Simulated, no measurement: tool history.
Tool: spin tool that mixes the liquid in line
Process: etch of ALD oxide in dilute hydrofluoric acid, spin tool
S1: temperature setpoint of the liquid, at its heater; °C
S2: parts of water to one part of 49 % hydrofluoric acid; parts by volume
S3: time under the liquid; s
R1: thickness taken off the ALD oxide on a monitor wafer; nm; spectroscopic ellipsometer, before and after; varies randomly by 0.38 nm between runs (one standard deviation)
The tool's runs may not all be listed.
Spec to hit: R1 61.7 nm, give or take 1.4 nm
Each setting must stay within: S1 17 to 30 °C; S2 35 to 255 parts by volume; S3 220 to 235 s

{"run": 1, "hour": 0.0, "S1": 22, "S2": 145, "S3": 220, "R1": 20.483}
{"run": 2, "hour": 4.6, "S1": 24, "S2": 115, "S3": 220, "R1": 29.068}
{"run": 3, "hour": 6.8, "S1": 25.5, "S2": 100, "S3": 220, "R1": 36.244}
{"run": 4, "hour": 12.1, "S1": 28.5, "S2": 100, "S3": 220, "R1": 39.834}
{"run": 5, "hour": 20.2, "S1": 29, "S2": 85, "S3": 220, "R1": 49.498}
{"hour": 26.4, "done": "hydrofluoric acid flow meter replaced"}
{"run": 6, "hour": 26.4, "S1": 29, "S2": 85, "S3": 220, "R1": 44.532}
{"run": 7, "hour": 33.0, "S1": 29.5, "S2": 75, "S3": 220, "R1": 52.019}
{"run": 8, "hour": 34.2, "S1": 29.5, "S2": 70, "S3": 220, "R1": 55.985}

4 candidate next runs follow, results not yet known. Just one meets every target within its allowed miss. Identify it.
{"run": "A", "hour": 35.4, "S1": 25, "S2": 60, "S3": 225, "R1": "?"}
{"run": "B", "hour": 35.4, "S1": 28, "S2": 75, "S3": 225, "R1": "?"}
{"run": "C", "hour": 35.4, "S1": 27.5, "S2": 70, "S3": 220, "R1": "?"}
{"run": "D", "hour": 35.4, "S1": 29, "S2": 65, "S3": 225, "R1": "?"}

move=A R1=57.607
move=B R1=50.864
move=C R1=52.621
move=D R1=61.906
A: closes in on the targets versus the last run, not all within tolerance yet
B: its largest miss is bigger than the last run's
C: its largest miss is bigger than the last run's
D: each result inside its tolerance
The move that meets every target is D.

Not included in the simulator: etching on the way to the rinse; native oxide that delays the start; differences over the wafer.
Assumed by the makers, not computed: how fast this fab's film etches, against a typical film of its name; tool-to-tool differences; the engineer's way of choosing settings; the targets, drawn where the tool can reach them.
